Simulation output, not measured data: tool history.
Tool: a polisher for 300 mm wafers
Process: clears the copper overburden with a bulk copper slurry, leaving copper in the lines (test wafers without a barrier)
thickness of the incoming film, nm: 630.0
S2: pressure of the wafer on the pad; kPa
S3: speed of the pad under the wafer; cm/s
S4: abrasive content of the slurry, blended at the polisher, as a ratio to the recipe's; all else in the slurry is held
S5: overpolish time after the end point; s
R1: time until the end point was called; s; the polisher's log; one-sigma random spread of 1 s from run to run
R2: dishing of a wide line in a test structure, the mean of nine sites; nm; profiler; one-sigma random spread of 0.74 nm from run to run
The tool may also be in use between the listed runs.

{"run": 1, "hour": 0.0, "flow of slurry (ml/min)": 165, "S2": 15.2, "S3": 130, "S4": 1, "S5": 28, "R1": 56.064, "R2": 71.355}
{"run": 2, "hour": 7.2, "flow of slurry (ml/min)": 165, "S2": 11.7, "S3": 130, "S4": 1, "S5": 28, "R1": 71.439, "R2": 63.579}
{"run": 3, "hour": 14.6, "flow of slurry (ml/min)": 165, "S2": 11.7, "S3": 130, "S4": 0.8, "S5": 28, "R1": 75.615, "R2": 64.884}
{"run": 4, "hour": 20.1, "flow of slurry (ml/min)": 165, "S2": 11.7, "S3": 130, "S4": 0.95, "S5": 28, "R1": 71.105, "R2": 62.366}
{"run": 5, "hour": 26.1, "flow of slurry (ml/min)": 165, "S2": 11.7, "S3": 142, "S4": 0.95, "S5": 28, "R1": 67.842, "R2": 68.677}
{"run": 6, "hour": 32.8, "flow of slurry (ml/min)": 165, "S2": 11.7, "S3": 142, "S4": 0.8, "S5": 28, "R1": 69.579, "R2": 64.81}
{"run": 7, "hour": 35.5, "flow of slurry (ml/min)": 185, "S2": 11, "S3": 144, "S4": 0.75, "S5": 24, "R1": 72.21, "R2": 60.589}
{"run": 8, "hour": 38.5, "flow of slurry (ml/min)": 200, "S2": 10.3, "S3": 142, "S4": 0.85, "S5": 21, "R1": 74.453, "R2": 57.243}
{"run": 9, "hour": 43.8, "flow of slurry (ml/min)": 210, "S2": 9.7, "S3": 138, "S4": 1, "S5": 18, "R1": 78.611, "R2": 52.714}
{"run": 10, "hour": 49.7, "flow of slurry (ml/min)": 220, "S2": 9, "S3": 138, "S4": 1.1, "S5": 16, "R1": 81.094, "R2": 48.003}
{"run": 11, "hour": 55.1, "flow of slurry (ml/min)": 230, "S2": 8.3, "S3": 138, "S4": 1.2, "S5": 14, "R1": 86.152, "R2": 42.823}

Predict the results of run 12:
{"run": 12, "hour": 60.5, "flow of slurry (ml/min)": 235, "S2": 8.3, "S3": 140, "S4": 1.25, "S5": 13, "R1": "?", "R2": "?"}

Run 12 measured R1 85.434 s, R2 41.96 nm.
